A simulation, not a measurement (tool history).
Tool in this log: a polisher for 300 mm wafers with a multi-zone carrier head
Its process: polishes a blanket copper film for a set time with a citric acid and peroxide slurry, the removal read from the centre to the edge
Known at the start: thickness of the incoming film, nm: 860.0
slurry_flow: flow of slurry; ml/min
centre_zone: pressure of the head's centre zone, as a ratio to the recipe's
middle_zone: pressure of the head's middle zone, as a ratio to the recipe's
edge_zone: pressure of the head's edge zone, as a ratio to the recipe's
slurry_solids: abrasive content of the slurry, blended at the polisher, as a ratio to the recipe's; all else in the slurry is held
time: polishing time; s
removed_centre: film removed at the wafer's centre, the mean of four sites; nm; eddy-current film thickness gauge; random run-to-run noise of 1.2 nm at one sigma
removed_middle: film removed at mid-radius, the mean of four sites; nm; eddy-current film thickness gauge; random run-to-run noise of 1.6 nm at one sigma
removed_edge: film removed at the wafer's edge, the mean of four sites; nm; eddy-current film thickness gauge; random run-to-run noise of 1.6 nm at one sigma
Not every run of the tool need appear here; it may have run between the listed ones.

| run | hour | slurry_flow | centre_zone | middle_zone | edge_zone | slurry_solids | time | removed_centre | removed_middle | removed_edge |
|---|---|---|---|---|---|---|---|---|---|---|
| 1 | 0.0 | 310 | 1.00 | 1.00 | 1.00 | 1.00 | 73 | 145.76 | 140.80 | 140.05 |
| 2 | 2.8 | 310 | 1.00 | 0.95 | 1.00 | 1.00 | 73 | 143.70 | 138.24 | 139.07 |
| 3 | 5.2 | 310 | 0.94 | 0.95 | 1.00 | 1.00 | 73 | 135.19 | 138.92 | 137.77 |
| 4 | 7.5 | 330 | 0.94 | 1.02 | 0.99 | 1.15 | 74 | 142.43 | 150.39 | 145.29 |
| 5 | 13.0 | 330 | 0.94 | 0.98 | 0.99 | 1.15 | 74 | 143.26 | 150.35 | 144.11 |
| 6 | 20.0 | 330 | 0.94 | 1.04 | 0.99 | 1.15 | 74 | 141.05 | 151.39 | 145.70 |

What does the tool deliver on the next run?
| 7 | 28.9 | 355 | 0.95 | 1.08 | 0.96 | 1.25 | 76 | ? | ? | ? |

For run 7 the tool returned removed_centre 151.09 nm, removed_middle 167.71 nm, removed_edge 148.97 nm.
